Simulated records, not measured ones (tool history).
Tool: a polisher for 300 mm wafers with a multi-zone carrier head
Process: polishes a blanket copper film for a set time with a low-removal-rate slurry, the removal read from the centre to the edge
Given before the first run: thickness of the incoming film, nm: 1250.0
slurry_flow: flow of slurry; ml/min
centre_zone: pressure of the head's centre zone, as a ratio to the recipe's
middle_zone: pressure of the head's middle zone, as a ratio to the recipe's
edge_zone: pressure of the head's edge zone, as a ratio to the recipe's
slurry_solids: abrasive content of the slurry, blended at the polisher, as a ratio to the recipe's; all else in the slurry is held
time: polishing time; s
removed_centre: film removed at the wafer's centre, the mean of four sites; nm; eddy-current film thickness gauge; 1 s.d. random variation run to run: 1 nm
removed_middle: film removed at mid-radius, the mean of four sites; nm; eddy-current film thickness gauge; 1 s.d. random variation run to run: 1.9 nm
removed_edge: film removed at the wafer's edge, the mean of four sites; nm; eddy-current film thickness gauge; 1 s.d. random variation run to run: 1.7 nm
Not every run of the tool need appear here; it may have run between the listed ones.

run,hour,slurry_flow,centre_zone,middle_zone,edge_zone,slurry_solids,time,removed_centre,removed_middle,removed_edge
1,0.0,145,1.00,1.00,1.00,1.00,79,177.81,170.64,175.02
2,7.5,135,0.95,0.98,0.98,0.95,79,163.24,166.85,169.55
3,16.1,135,0.95,0.98,0.98,0.95,92,190.36,196.55,199.57
4,24.9,135,0.95,0.98,0.92,0.95,92,191.33,195.75,191.82
5,31.2,135,0.95,0.98,0.92,0.95,111,226.23,235.29,227.71
6,36.0,135,0.95,0.92,0.92,0.95,111,232.84,224.24,230.14
7,42.5,125,0.91,0.90,0.92,0.85,102,194.34,195.81,209.88
8,46.1,125,0.91,0.90,0.92,0.85,102,194.49,193.67,206.86
9,53.3,120,0.89,0.89,0.90,0.75,96,174.55,177.50,187.83
10,62.2,115,0.87,0.88,0.89,0.65,93,160.69,161.76,178.44
11,65.1,110,0.85,0.88,0.87,0.60,91,149.31,156.95,168.44
12,71.9,105,0.84,0.87,0.86,0.55,90,141.58,149.16,162.90
13,80.5,100,0.84,0.87,0.85,0.55,90,141.23,153.14,160.12

Run 14 has not been measured yet. What should we expect?
14,82.1,100,0.83,0.86,0.85,0.55,89,?,?,?

Run 14 gave removed_centre 137.77 nm, removed_middle 147.03 nm, removed_edge 158.01 nm.
